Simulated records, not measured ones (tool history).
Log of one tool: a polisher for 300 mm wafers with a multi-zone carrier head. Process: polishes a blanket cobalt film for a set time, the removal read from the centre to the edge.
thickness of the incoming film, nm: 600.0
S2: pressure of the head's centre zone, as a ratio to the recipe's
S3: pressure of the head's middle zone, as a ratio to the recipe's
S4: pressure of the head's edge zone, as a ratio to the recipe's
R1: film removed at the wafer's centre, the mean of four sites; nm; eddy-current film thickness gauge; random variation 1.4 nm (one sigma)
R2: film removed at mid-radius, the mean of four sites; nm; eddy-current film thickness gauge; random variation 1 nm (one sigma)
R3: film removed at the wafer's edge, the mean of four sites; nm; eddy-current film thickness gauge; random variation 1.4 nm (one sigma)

{"run": 1, "hour": 0.0, "flow of slurry (ml/min)": 190, "S2": 1.0, "S3": 1.0, "S4": 1.0, "polishing time (s)": 31, "R1": 195.67, "R2": 188.49, "R3": 186.69}
{"run": 2, "hour": 2.3, "flow of slurry (ml/min)": 190, "S2": 1.0, "S3": 0.96, "S4": 1.0, "polishing time (s)": 31, "R1": 196.39, "R2": 178.45, "R3": 184.87}
{"run": 3, "hour": 8.3, "flow of slurry (ml/min)": 190, "S2": 1.0, "S3": 0.96, "S4": 0.94, "polishing time (s)": 31, "R1": 196.63, "R2": 181.07, "R3": 184.64}
{"run": 4, "hour": 11.5, "flow of slurry (ml/min)": 190, "S2": 1.0, "S3": 0.96, "S4": 0.87, "polishing time (s)": 31, "R1": 198.55, "R2": 181.27, "R3": 176.69}
{"run": 5, "hour": 15.0, "flow of slurry (ml/min)": 225, "S2": 1.0, "S3": 0.96, "S4": 0.87, "polishing time (s)": 31, "R1": 200.74, "R2": 186.37, "R3": 176.86}
{"hour": 19.3, "done": "edge zone pressure recalibrated"}
{"run": 6, "hour": 19.3, "flow of slurry (ml/min)": 225, "S2": 1.0, "S3": 0.99, "S4": 0.87, "polishing time (s)": 31, "R1": 198.99, "R2": 191.03, "R3": 185.1}
{"run": 7, "hour": 21.6, "flow of slurry (ml/min)": 225, "S2": 1.0, "S3": 0.99, "S4": 0.87, "polishing time (s)": 31, "R1": 199.41, "R2": 188.58, "R3": 185.55}

Forecast run 8:
{"run": 8, "hour": 24.4, "flow of slurry (ml/min)": 220, "S2": 0.95, "S3": 0.94, "S4": 0.91, "polishing time (s)": 25, "R1": "?", "R2": "?", "R3": "?"}

Run 8 gave R1 151.08 nm, R2 146.55 nm, R3 145.27 nm.
